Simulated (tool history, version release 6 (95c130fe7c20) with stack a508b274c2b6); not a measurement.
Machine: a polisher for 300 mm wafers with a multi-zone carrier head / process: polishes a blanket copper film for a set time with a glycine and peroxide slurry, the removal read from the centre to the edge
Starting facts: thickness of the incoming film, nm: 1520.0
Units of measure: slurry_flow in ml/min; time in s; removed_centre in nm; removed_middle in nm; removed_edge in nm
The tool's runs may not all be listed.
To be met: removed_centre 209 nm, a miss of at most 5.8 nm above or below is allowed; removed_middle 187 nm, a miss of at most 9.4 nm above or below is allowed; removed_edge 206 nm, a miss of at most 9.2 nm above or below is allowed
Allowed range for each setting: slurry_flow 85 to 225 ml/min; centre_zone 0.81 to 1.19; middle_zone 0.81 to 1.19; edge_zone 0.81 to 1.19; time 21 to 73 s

{"run": 1, "hour": 0.0, "slurry_flow": 145, "centre_zone": 1, "middle_zone": 1, "edge_zone": 1, "time": 47, "removed_centre": 259.16, "removed_middle": 261.67, "removed_edge": 275.29}
{"run": 2, "hour": 8.7, "slurry_flow": 140, "centre_zone": 1, "middle_zone": 0.98, "edge_zone": 0.98, "time": 46, "removed_centre": 254.24, "removed_middle": 254.67, "removed_edge": 262.25}
{"run": 3, "hour": 14.1, "slurry_flow": 135, "centre_zone": 1, "middle_zone": 0.96, "edge_zone": 0.98, "time": 45, "removed_centre": 249.33, "removed_middle": 246.18, "removed_edge": 250.92}
{"run": 4, "hour": 19.8, "slurry_flow": 135, "centre_zone": 1, "middle_zone": 0.94, "edge_zone": 0.99, "time": 44, "removed_centre": 241.37, "removed_middle": 236.97, "removed_edge": 250.1}
{"run": 5, "hour": 26.0, "slurry_flow": 130, "centre_zone": 1, "middle_zone": 0.92, "edge_zone": 0.99, "time": 43, "removed_centre": 239.2, "removed_middle": 226.66, "removed_edge": 240.86}
{"run": 6, "hour": 30.8, "slurry_flow": 130, "centre_zone": 1, "middle_zone": 0.85, "edge_zone": 0.99, "time": 43, "removed_centre": 237.82, "removed_middle": 214.23, "removed_edge": 241.02}
{"run": 7, "hour": 36.4, "slurry_flow": 125, "centre_zone": 1, "middle_zone": 0.84, "edge_zone": 0.98, "time": 42, "removed_centre": 227.71, "removed_middle": 198.92, "removed_edge": 231.92}
{"run": 8, "hour": 37.7, "slurry_flow": 120, "centre_zone": 1, "middle_zone": 0.85, "edge_zone": 0.96, "time": 42, "removed_centre": 229.11, "removed_middle": 198.69, "removed_edge": 234.8}
{"run": 9, "hour": 42.1, "slurry_flow": 125, "centre_zone": 1, "middle_zone": 0.85, "edge_zone": 0.96, "time": 41, "removed_centre": 221.52, "removed_middle": 197.36, "removed_edge": 225.9}
{"run": 10, "hour": 50.6, "slurry_flow": 125, "centre_zone": 1, "middle_zone": 0.85, "edge_zone": 0.94, "time": 41, "removed_centre": 225.47, "removed_middle": 200.94, "removed_edge": 227.41}
{"run": 11, "hour": 53.1, "slurry_flow": 125, "centre_zone": 1, "middle_zone": 0.85, "edge_zone": 0.93, "time": 40, "removed_centre": 221.14, "removed_middle": 191.42, "removed_edge": 218.4}
{"run": 12, "hour": 59.8, "slurry_flow": 125, "centre_zone": 1, "middle_zone": 0.86, "edge_zone": 0.92, "time": 40, "removed_centre": 215.52, "removed_middle": 198.54, "removed_edge": 218.34}

Exactly one of the 5 candidate moves below puts every result within its allowed miss. Which one?
{"run": "A", "hour": 66.5, "slurry_flow": 105, "centre_zone": 0.93, "middle_zone": 0.91, "edge_zone": 0.89, "time": 45, "removed_centre": "?", "removed_middle": "?", "removed_edge": "?"}
{"run": "B", "hour": 66.5, "slurry_flow": 105, "centre_zone": 1.09, "middle_zone": 0.82, "edge_zone": 0.94, "time": 38, "removed_centre": "?", "removed_middle": "?", "removed_edge": "?"}
{"run": "C", "hour": 66.5, "slurry_flow": 160, "centre_zone": 1.04, "middle_zone": 0.92, "edge_zone": 1.02, "time": 35, "removed_centre": "?", "removed_middle": "?", "removed_edge": "?"}
{"run": "D", "hour": 66.5, "slurry_flow": 135, "centre_zone": 1, "middle_zone": 0.92, "edge_zone": 0.91, "time": 36, "removed_centre": "?", "removed_middle": "?", "removed_edge": "?"}
{"run": "E", "hour": 66.5, "slurry_flow": 190, "centre_zone": 1.01, "middle_zone": 0.99, "edge_zone": 0.81, "time": 37, "removed_centre": "?", "removed_middle": "?", "removed_edge": "?"}

move=A removed_centre=220.67 removed_middle=225.62 removed_edge=242.17
move=B removed_centre=218.53 removed_middle=174.7 removed_edge=209.98
move=C removed_centre=207.17 removed_middle=189.14 removed_edge=210.52
move=D removed_centre=199.07 removed_middle=189.74 removed_edge=201.44
move=E removed_centre=218.42 removed_middle=217.76 removed_edge=203.35
A: misses by more than the last run did
B: brings the last run's worst result on target, with another outside its allowed miss
C: all results in spec
D: brings the last run's worst result on target, with another outside its allowed miss
E: brings the last run's worst result on target, with another outside its allowed miss
Go with C: it meets all targets.

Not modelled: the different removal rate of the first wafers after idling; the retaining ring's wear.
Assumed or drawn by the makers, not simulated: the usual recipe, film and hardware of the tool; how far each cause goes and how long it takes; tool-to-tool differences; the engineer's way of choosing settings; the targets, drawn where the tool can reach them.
